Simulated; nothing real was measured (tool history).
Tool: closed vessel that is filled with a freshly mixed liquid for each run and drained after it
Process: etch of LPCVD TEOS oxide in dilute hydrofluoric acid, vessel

run  hour  temperature setpoint of the liquid (°C)  parts of water to one part of 49 % hydrofluoric acid (parts by volume)  time in the liquid (s)  thickness taken off the LPCVD TEOS oxide on a monitor wafer (nm)
  1   0.0                                     24.0                                                                     160                     235                                                            49.441
  2   4.6                                     25.5                                                                     135                     235                                                            63.132
  3   9.8                                     27.0                                                                     115                     235                                                            81.381
  4  13.7                                     28.0                                                                     105                     235                                                            93.114
  5  15.3                                     29.0                                                                      95                     235                                                           108.400
  6  21.0                                     29.5                                                                      90                     235                                                           117.060
  7  30.2                                     30.0                                                                      85                     235                                                           126.640

The next listed run, before its measurement:
  8  33.1                                     30.5                                                                      80                     235                                                                 ?

{"run 8": {"thickness taken off the LPCVD TEOS oxide on a monitor wafer (nm)": 140.94}}
